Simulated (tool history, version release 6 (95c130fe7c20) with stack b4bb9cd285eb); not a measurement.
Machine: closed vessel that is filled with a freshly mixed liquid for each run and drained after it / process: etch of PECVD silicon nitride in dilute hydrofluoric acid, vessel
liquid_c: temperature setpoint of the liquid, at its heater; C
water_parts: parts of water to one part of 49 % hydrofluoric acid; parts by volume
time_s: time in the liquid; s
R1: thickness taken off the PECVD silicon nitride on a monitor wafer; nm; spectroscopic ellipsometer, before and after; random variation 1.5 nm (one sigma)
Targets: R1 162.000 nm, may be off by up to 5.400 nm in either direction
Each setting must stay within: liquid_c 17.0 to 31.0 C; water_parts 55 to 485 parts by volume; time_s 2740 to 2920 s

{"run": 1, "hour": 0.0, "liquid_c": 23.0, "water_parts": 270, "time_s": 2740, "R1": 43.715}
{"run": 2, "hour": 7.0, "liquid_c": 23.0, "water_parts": 270, "time_s": 2740, "R1": 44.381}
{"run": 3, "hour": 9.5, "liquid_c": 24.0, "water_parts": 245, "time_s": 2745, "R1": 51.708}
{"run": 4, "hour": 12.0, "liquid_c": 24.5, "water_parts": 225, "time_s": 2745, "R1": 57.898}
{"run": 5, "hour": 21.8, "liquid_c": 24.5, "water_parts": 265, "time_s": 2745, "R1": 49.385}
{"run": 6, "hour": 30.1, "liquid_c": 25.0, "water_parts": 240, "time_s": 2750, "R1": 56.592}
{"run": 7, "hour": 37.5, "liquid_c": 25.5, "water_parts": 220, "time_s": 2750, "R1": 63.855}
{"run": 8, "hour": 43.1, "liquid_c": 26.0, "water_parts": 205, "time_s": 2750, "R1": 69.634}
{"run": 9, "hour": 44.6, "liquid_c": 26.0, "water_parts": 205, "time_s": 2750, "R1": 70.129}
{"run": 10, "hour": 50.4, "liquid_c": 26.5, "water_parts": 190, "time_s": 2750, "R1": 78.14}
{"run": 11, "hour": 53.0, "liquid_c": 26.5, "water_parts": 190, "time_s": 2750, "R1": 77.112}
{"run": 12, "hour": 58.0, "liquid_c": 27.0, "water_parts": 180, "time_s": 2750, "R1": 84.965}
{"run": 13, "hour": 64.0, "liquid_c": 27.5, "water_parts": 170, "time_s": 2750, "R1": 92.048}
{"run": 14, "hour": 69.8, "liquid_c": 31.0, "water_parts": 65, "time_s": 2760, "R1": 298.62}
{"run": 15, "hour": 75.2, "liquid_c": 30.5, "water_parts": 65, "time_s": 2760, "R1": 293.29}

4 next moves are on the table. One of them brings every result within its allowed miss. Which?
{"run": "A", "hour": 80.6, "liquid_c": 29.0, "water_parts": 110, "time_s": 2785, "R1": "?"}
{"run": "B", "hour": 80.6, "liquid_c": 28.0, "water_parts": 95, "time_s": 2780, "R1": "?"}
{"run": "C", "hour": 80.6, "liquid_c": 24.0, "water_parts": 105, "time_s": 2775, "R1": "?"}
{"run": "D", "hour": 80.6, "liquid_c": 29.0, "water_parts": 100, "time_s": 2800, "R1": "?"}

move=A R1=158.410
move=B R1=171.860
move=C R1=119.840
move=D R1=175.240
A: each result inside its tolerance
B: moves toward the targets from the last run without getting all of them in spec
C: moves the result that the last run missed by most past its target, out the other side
D: moves toward the targets from the last run without getting all of them in spec
The right move is A.
